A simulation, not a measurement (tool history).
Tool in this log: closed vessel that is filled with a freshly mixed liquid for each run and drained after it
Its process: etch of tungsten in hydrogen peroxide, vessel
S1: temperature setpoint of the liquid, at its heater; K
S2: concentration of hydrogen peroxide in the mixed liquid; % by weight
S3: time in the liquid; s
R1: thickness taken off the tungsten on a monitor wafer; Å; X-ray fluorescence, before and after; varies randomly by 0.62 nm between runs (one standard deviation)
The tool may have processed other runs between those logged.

{"run": 1, "day": 0.0, "S1": 329.15, "S2": 19.5, "S3": 30, "R1": 1067.0}
{"run": 2, "day": 0.167, "S1": 328.15, "S2": 19.5, "S3": 30, "R1": 997.42}
{"run": 3, "day": 0.225, "S1": 327.15, "S2": 19.5, "S3": 30, "R1": 938.25}
{"run": 4, "day": 0.575, "S1": 327.15, "S2": 17.5, "S3": 30, "R1": 880.2}
{"run": 5, "day": 0.912, "S1": 327.15, "S2": 17.5, "S3": 30, "R1": 906.6}
{"run": 6, "day": 0.967, "S1": 326.65, "S2": 17.5, "S3": 30, "R1": 866.69}

For run 7, what comes out?
{"run": 7, "day": 1.308, "S1": 326.15, "S2": 17.5, "S3": 30, "R1": "?"}

R1: 834.05 Å

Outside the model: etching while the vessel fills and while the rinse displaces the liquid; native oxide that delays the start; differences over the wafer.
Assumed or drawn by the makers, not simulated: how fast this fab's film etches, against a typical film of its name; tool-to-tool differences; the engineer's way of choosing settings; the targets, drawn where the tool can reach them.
